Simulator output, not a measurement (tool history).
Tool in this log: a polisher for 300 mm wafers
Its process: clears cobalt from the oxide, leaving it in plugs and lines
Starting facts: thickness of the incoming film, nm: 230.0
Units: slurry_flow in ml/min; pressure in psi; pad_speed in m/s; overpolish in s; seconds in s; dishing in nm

run    day  slurry_flow  pressure  pad_speed  overpolish  seconds  dishing
  1  0.000          210       2.4       1.10          28   34.647   68.909
  2  0.288          210       2.3       1.10          27   37.511   65.754
  3  0.646          210       2.3       1.26          27   31.582   65.845
  4  0.671          210       2.2       1.24          27   33.128   66.761
  5  0.829          210       1.7       1.24          27   43.483   59.583
  6  1.117          210       1.7       1.36          27   39.514   62.845
     1.408  -- head pressure recalibrated
  7  1.408          210       1.6       1.34          27   45.153   60.008
  8  1.688          210       1.4       1.32          27   52.897   56.026

Expected results for the next run?
  9  1.908          210       1.2       1.30          30        ?        ?

{"run 9": {"seconds": 62.901, "dishing": 54.658}}

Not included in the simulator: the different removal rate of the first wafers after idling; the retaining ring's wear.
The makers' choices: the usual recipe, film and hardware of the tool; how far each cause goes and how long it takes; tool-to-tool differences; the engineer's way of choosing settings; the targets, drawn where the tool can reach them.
